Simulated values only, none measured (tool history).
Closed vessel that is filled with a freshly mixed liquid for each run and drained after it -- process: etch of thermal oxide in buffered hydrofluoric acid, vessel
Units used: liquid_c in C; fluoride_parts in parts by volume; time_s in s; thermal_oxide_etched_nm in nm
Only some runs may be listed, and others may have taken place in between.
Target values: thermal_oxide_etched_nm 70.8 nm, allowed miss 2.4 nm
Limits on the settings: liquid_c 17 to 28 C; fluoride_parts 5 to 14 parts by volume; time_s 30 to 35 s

run	hour	liquid_c	fluoride_parts	time_s	thermal_oxide_etched_nm
1	0	20	8.5	35	32.399
2	8.6	21.5	8	35	37.542
3	9.7	23	7.5	35	43.042
4	10.5	24	7	35	49.611
# hour 17.5: hydrofluoric acid flow meter replaced
5	17.5	25	7	35	59.045
6	18.8	22	7	35	48.609
7	27	23	7	35	51.665
8	29.8	24	7	35	55.203
9	33.4	24.5	7	35	57.085
10	40.6	25	7	35	58.424
11	49.2	28	6.5	35	73.581

4 next moves are on the table. One of them brings every result within its allowed miss. Which?
A	57.8	28	6	35	?
B	57.8	27	6	30	?
C	57.8	27.5	6	30	?
D	57.8	27.5	5.5	30	?

move	thermal_oxide_etched_nm
A	79.129
B	64.313
C	66.049
D	71.094
A: moves away from the targets compared with the last run
B: carries the result that was furthest off beyond its target, to the other side
C: carries the result that was furthest off beyond its target, to the other side
D: every result lands within tolerance
Correct choice: D, which meets every target

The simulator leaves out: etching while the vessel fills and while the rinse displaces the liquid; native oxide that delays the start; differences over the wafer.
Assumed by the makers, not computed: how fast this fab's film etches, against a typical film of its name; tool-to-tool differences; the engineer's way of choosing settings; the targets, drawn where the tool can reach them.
